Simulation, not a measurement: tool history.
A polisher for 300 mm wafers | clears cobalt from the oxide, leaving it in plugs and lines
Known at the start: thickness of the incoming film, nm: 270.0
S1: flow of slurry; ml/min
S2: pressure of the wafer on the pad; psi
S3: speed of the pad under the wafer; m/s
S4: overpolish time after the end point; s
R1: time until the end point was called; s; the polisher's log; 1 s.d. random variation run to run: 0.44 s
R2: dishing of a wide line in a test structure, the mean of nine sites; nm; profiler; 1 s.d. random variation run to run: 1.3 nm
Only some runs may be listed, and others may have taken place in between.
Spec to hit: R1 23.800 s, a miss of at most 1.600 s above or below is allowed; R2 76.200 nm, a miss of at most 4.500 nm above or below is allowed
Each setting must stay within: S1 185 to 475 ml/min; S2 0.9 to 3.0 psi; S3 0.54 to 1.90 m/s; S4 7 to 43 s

Run 1, day 0.000: S1 305 ml/min, S2 1.9 psi, S3 1.22 m/s, S4 22 s. Result: R1 41.185 s, R2 65.934 nm.
Run 2, day 0.342: S1 305 ml/min, S2 1.9 psi, S3 1.46 m/s, S4 22 s. Result: R1 35.125 s, R2 68.759 nm.
Run 3, day 0.688: S1 305 ml/min, S2 1.9 psi, S3 1.24 m/s, S4 22 s. Result: R1 39.527 s, R2 67.367 nm.
Run 4, day 0.783: S1 305 ml/min, S2 2.1 psi, S3 1.26 m/s, S4 22 s. Result: R1 35.904 s, R2 68.569 nm.
Run 5, day 0.921: S1 305 ml/min, S2 2.1 psi, S3 1.26 m/s, S4 26 s. Result: R1 36.168 s, R2 71.569 nm.
Run 6, day 1.092: S1 305 ml/min, S2 2.5 psi, S3 1.26 m/s, S4 26 s. Result: R1 30.856 s, R2 73.267 nm.
Run 7, day 1.125: S1 305 ml/min, S2 2.6 psi, S3 1.28 m/s, S4 26 s. Result: R1 28.902 s, R2 73.839 nm.
At day 1.254: slurry nozzle cleaned.
Run 8, day 1.254: S1 305 ml/min, S2 2.7 psi, S3 1.30 m/s, S4 26 s. Result: R1 26.508 s, R2 73.973 nm.
Run 9, day 1.388: S1 305 ml/min, S2 2.8 psi, S3 1.32 m/s, S4 27 s. Result: R1 25.396 s, R2 74.541 nm.

Which one of the following 4 next-run settings gets every result inside its allowed miss? There is exactly one.
Run A, day 1.521: S1 310 ml/min, S2 2.8 psi, S3 1.40 m/s, S4 14 s. Result: R1 ?, R2 ?.
Run B, day 1.521: S1 300 ml/min, S2 2.3 psi, S3 1.38 m/s, S4 23 s. Result: R1 ?, R2 ?.
Run C, day 1.521: S1 290 ml/min, S2 2.8 psi, S3 1.24 m/s, S4 26 s. Result: R1 ?, R2 ?.
Run D, day 1.521: S1 255 ml/min, S2 3.0 psi, S3 1.32 m/s, S4 27 s. Result: R1 ?, R2 ?.

move      R1      R2
   A  25.178  70.351
   B  31.012  75.092
   C  28.456  77.166
   D  25.252  78.094
A: the furthest-off result lands on target, but another misses its tolerance
B: misses by more than the last run did
C: misses by more than the last run did
D: every result within its allowed miss
Move D is the one to make.

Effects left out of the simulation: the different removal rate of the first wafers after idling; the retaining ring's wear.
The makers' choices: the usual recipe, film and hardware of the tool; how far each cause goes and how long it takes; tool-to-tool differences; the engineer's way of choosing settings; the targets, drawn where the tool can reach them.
